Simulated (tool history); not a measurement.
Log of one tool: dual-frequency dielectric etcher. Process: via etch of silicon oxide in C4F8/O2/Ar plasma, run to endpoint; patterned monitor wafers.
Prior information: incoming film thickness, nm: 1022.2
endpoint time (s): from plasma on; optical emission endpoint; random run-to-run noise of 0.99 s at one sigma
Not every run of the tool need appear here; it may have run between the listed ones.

| run | hour | source power (W) | bias power (W) | endpoint time (s) |
|---|---|---|---|---|
| 1 | 0.0 | 2340 | 2606 | 181.75 |
| 2 | 4.9 | 2460 | 2686 | 172.80 |
| 3 | 10.1 | 2460 | 2435 | 178.14 |
| 4 | 16.9 | 2560 | 2466 | 174.75 |
| 5 | 24.2 | 2560 | 2114 | 182.16 |
| 6 | 27.8 | 2660 | 2193 | 176.28 |

What does the tool deliver on the next run?
| 7 | 34.7 | 2740 | 2253 | ? |

endpoint time (s): 174.04

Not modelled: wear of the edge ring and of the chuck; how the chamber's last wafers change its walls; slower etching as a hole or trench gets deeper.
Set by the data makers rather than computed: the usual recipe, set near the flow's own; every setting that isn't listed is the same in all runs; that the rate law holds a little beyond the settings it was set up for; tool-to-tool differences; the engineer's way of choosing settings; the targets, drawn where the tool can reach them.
